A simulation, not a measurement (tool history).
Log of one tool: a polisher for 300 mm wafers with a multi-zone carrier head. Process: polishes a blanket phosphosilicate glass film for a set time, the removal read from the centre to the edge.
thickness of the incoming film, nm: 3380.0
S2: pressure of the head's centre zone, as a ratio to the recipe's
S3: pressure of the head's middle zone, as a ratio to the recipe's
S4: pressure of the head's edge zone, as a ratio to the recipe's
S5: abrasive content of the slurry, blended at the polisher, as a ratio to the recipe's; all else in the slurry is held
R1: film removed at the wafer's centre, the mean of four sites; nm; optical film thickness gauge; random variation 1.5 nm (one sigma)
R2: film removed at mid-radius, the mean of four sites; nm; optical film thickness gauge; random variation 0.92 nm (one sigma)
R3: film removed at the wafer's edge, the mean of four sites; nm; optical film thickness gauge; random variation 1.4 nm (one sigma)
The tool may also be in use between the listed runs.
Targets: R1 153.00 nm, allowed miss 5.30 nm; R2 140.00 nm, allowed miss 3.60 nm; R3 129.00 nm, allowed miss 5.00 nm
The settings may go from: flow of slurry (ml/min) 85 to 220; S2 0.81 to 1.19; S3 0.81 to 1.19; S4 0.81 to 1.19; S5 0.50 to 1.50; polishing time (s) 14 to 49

Run 1, day 0.000: flow of slurry (ml/min) 140, S2 1.00, S3 1.00, S4 1.00, S5 1.00, polishing time (s) 31. Result: R1 203.64 nm, R2 208.39 nm, R3 207.93 nm.
Run 2, day 0.250: flow of slurry (ml/min) 140, S2 1.00, S3 1.00, S4 1.00, S5 1.00, polishing time (s) 27. Result: R1 178.71 nm, R2 179.79 nm, R3 178.66 nm.
Run 3, day 0.604: flow of slurry (ml/min) 140, S2 1.00, S3 1.00, S4 1.00, S5 1.20, polishing time (s) 27. Result: R1 197.60 nm, R2 201.43 nm, R3 196.86 nm.
Run 4, day 0.654: flow of slurry (ml/min) 140, S2 1.00, S3 1.00, S4 1.00, S5 1.05, polishing time (s) 27. Result: R1 180.65 nm, R2 185.82 nm, R3 184.61 nm.
Run 5, day 1.017: flow of slurry (ml/min) 155, S2 1.00, S3 1.00, S4 1.00, S5 1.05, polishing time (s) 27. Result: R1 184.31 nm, R2 190.05 nm, R3 190.95 nm.
Run 6, day 1.242: flow of slurry (ml/min) 135, S2 1.01, S3 0.99, S4 0.95, S5 0.95, polishing time (s) 27. Result: R1 173.91 nm, R2 172.60 nm, R3 169.45 nm.
Run 7, day 1.329: flow of slurry (ml/min) 120, S2 1.02, S3 0.99, S4 0.91, S5 0.90, polishing time (s) 27. Result: R1 161.96 nm, R2 161.88 nm, R3 154.45 nm.
Run 8, day 1.396: flow of slurry (ml/min) 110, S2 1.04, S3 0.98, S4 0.88, S5 0.85, polishing time (s) 27. Result: R1 155.40 nm, R2 149.99 nm, R3 146.77 nm.
Run 9, day 1.533: flow of slurry (ml/min) 105, S2 1.07, S3 1.00, S4 0.86, S5 0.80, polishing time (s) 27. Result: R1 147.37 nm, R2 145.21 nm, R3 134.94 nm.
Run 10, day 1.783: flow of slurry (ml/min) 105, S2 1.10, S3 1.00, S4 0.85, S5 0.80, polishing time (s) 27. Result: R1 154.68 nm, R2 144.30 nm, R3 133.93 nm.

Which of these 5 next moves meets every target?
Run A, day 2.033: flow of slurry (ml/min) 85, S2 1.10, S3 0.94, S4 0.91, S5 0.70, polishing time (s) 32. Result: R1 ?, R2 ?, R3 ?.
Run B, day 2.033: flow of slurry (ml/min) 115, S2 1.08, S3 0.93, S4 0.90, S5 0.95, polishing time (s) 24. Result: R1 ?, R2 ?, R3 ?.
Run C, day 2.033: flow of slurry (ml/min) 95, S2 1.14, S3 1.07, S4 0.81, S5 0.90, polishing time (s) 25. Result: R1 ?, R2 ?, R3 ?.
Run D, day 2.033: flow of slurry (ml/min) 105, S2 1.12, S3 1.00, S4 0.83, S5 0.85, polishing time (s) 25. Result: R1 ?, R2 ?, R3 ?.
Run E, day 2.033: flow of slurry (ml/min) 120, S2 1.04, S3 0.89, S4 0.88, S5 0.75, polishing time (s) 29. Result: R1 ?, R2 ?, R3 ?.

move      R1      R2      R3
   A  149.44  134.85  143.49
   B  155.56  139.50  144.00
   C  154.30  148.66  132.41
   D  151.36  139.53  131.69
   E  154.74  138.80  146.62
A: takes the result that was furthest off past its target
B: brings the result that was furthest off to its target, and leaves another outside
C: further off than the last run
D: meets every target
E: brings the result that was furthest off to its target, and leaves another outside
Move D is the one to make.

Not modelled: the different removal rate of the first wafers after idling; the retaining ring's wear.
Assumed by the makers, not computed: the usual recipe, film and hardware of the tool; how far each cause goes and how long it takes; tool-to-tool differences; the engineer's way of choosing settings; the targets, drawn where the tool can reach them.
